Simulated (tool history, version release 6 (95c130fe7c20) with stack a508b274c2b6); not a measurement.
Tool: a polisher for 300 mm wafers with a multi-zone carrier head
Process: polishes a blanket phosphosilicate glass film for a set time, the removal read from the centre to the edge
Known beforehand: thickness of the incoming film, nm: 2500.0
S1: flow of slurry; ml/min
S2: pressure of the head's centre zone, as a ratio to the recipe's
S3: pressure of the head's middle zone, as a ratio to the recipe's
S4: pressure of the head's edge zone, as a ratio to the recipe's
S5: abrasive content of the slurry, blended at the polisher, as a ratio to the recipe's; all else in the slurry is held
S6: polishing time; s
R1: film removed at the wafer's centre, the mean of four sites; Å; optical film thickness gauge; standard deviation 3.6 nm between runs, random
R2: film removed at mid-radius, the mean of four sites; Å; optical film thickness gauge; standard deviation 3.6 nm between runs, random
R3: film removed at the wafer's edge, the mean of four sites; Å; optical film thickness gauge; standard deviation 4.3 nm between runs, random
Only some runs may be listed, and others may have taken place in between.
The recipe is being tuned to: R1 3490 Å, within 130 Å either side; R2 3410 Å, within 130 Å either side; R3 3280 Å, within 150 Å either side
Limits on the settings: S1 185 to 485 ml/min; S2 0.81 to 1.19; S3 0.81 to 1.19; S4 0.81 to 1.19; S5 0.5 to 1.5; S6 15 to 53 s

| run | hour | S1 | S2 | S3 | S4 | S5 | S6 | R1 | R2 | R3 |
|---|---|---|---|---|---|---|---|---|---|---|
| 1 | 0 | 310 | 1 | 1 | 1 | 1 | 34 | 2557.6 | 2538.3 | 2513.7 |
| 2 | 2.1 | 310 | 0.97 | 1 | 1 | 1 | 34 | 2555.3 | 2535.6 | 2496.4 |
| 3 | 5 | 310 | 0.92 | 1 | 1 | 1 | 34 | 2402.6 | 2533.8 | 2534.4 |
| 4 | 11.9 | 315 | 0.96 | 1.02 | 1.02 | 1.15 | 34 | 2624.1 | 2657.2 | 2697.4 |
| 5 | 20.7 | 315 | 0.96 | 1.02 | 1.02 | 0.95 | 34 | 2464.7 | 2511.2 | 2529.1 |
| 6 | 26.7 | 320 | 1 | 1.05 | 1.02 | 1.15 | 35 | 2786.5 | 2793.6 | 2663.1 |
| 7 | 29.3 | 320 | 1.01 | 1.06 | 1.03 | 1.25 | 36 | 2988.1 | 2904.1 | 2934.9 |
| 8 | 35.5 | 325 | 1.02 | 1.09 | 1.02 | 1.35 | 37 | 3206.9 | 3133.3 | 3025.9 |
| 9 | 44.1 | 325 | 1.02 | 1.1 | 1.03 | 1.4 | 37 | 3201.8 | 3252.1 | 3043.8 |

Pick the move, out of 5, that brings all results within their allowed miss; only one does.
| A | 52.7 | 335 | 1.14 | 1.19 | 0.84 | 1.2 | 34 | ? | ? | ? |
| B | 52.7 | 380 | 0.87 | 1.1 | 0.9 | 1.45 | 37 | ? | ? | ? |
| C | 52.7 | 280 | 1.04 | 1.05 | 1.03 | 1.35 | 41 | ? | ? | ? |
| D | 52.7 | 430 | 0.87 | 1.18 | 0.92 | 1.35 | 38 | ? | ? | ? |
| E | 52.7 | 245 | 1.17 | 1.07 | 0.91 | 1.4 | 39 | ? | ? | ? |

| move | R1 | R2 | R3 |
|---|---|---|---|
| A | 3203.4 | 3029.8 | 2522.6 |
| B | 2827.9 | 3332.3 | 2978.1 |
| C | 3566.3 | 3410.8 | 3307.6 |
| D | 2877.6 | 3551.3 | 3038.1 |
| E | 3794 | 3266.3 | 3019.8 |
A: moves away from the targets compared with the last run
B: moves away from the targets compared with the last run
C: all results land within tolerance of their targets
D: moves away from the targets compared with the last run
E: takes the result that was furthest off past its target
C is the move that brings every result within its allowed miss.
